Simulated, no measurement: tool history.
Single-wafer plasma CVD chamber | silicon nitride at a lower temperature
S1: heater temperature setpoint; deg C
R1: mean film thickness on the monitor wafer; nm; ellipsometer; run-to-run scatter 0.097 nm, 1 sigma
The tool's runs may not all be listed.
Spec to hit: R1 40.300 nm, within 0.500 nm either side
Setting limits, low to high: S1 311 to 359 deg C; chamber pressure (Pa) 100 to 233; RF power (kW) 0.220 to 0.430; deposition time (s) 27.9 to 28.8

run 1 hour=0.0 | S1=335 chamber_pressure_(Pa)=167 RF_power_(kW)=0.325 deposition_time_(s)=27.9 | R1=33.094
run 2 hour=4.7 | S1=335 chamber_pressure_(Pa)=167 RF_power_(kW)=0.325 deposition_time_(s)=28.8 | R1=34.186
run 3 hour=10.2 | S1=335 chamber_pressure_(Pa)=167 RF_power_(kW)=0.295 deposition_time_(s)=28.8 | R1=31.225
run 4 hour=10.7 | S1=335 chamber_pressure_(Pa)=177 RF_power_(kW)=0.305 deposition_time_(s)=28.8 | R1=33.185
run 5 hour=14.0 | S1=335 chamber_pressure_(Pa)=187 RF_power_(kW)=0.310 deposition_time_(s)=28.8 | R1=34.180
run 6 hour=14.7 | S1=335 chamber_pressure_(Pa)=187 RF_power_(kW)=0.310 deposition_time_(s)=27.9 | R1=33.187
run 7 hour=15.5 | S1=335 chamber_pressure_(Pa)=195 RF_power_(kW)=0.315 deposition_time_(s)=27.9 | R1=34.291
run 8 hour=17.8 | S1=335 chamber_pressure_(Pa)=201 RF_power_(kW)=0.320 deposition_time_(s)=27.9 | R1=35.053
run 9 hour=21.0 | S1=335 chamber_pressure_(Pa)=207 RF_power_(kW)=0.325 deposition_time_(s)=27.9 | R1=35.839
run 10 hour=25.6 | S1=335 chamber_pressure_(Pa)=233 RF_power_(kW)=0.365 deposition_time_(s)=28.0 | R1=41.667
-- hour=31.7 thermocouple changed; heater temperature recalibrated
run 11 hour=31.7 | S1=335 chamber_pressure_(Pa)=231 RF_power_(kW)=0.365 deposition_time_(s)=28.0 | R1=41.586
run 12 hour=37.6 | S1=335 chamber_pressure_(Pa)=228 RF_power_(kW)=0.365 deposition_time_(s)=28.0 | R1=41.384

Which one of the following 5 next-run settings gets every result inside its allowed miss? There is exactly one.
run A hour=43.5 | S1=336 chamber_pressure_(Pa)=223 RF_power_(kW)=0.365 deposition_time_(s)=28.4 | R1=?
run B hour=43.5 | S1=336 chamber_pressure_(Pa)=229 RF_power_(kW)=0.360 deposition_time_(s)=28.4 | R1=?
run C hour=43.5 | S1=332 chamber_pressure_(Pa)=233 RF_power_(kW)=0.350 deposition_time_(s)=28.1 | R1=?
run D hour=43.5 | S1=328 chamber_pressure_(Pa)=225 RF_power_(kW)=0.365 deposition_time_(s)=27.9 | R1=?
run E hour=43.5 | S1=334 chamber_pressure_(Pa)=233 RF_power_(kW)=0.360 deposition_time_(s)=28.8 | R1=?

move=A R1=41.647
move=B R1=41.596
move=C R1=40.490
move=D R1=41.221
move=E R1=42.463
A: its largest miss is bigger than the last run's
B: its largest miss is bigger than the last run's
C: hits every target within its allowed miss
D: an improvement on the last run, though not all results are within tolerance
E: its largest miss is bigger than the last run's
Correct choice: C, which meets every target

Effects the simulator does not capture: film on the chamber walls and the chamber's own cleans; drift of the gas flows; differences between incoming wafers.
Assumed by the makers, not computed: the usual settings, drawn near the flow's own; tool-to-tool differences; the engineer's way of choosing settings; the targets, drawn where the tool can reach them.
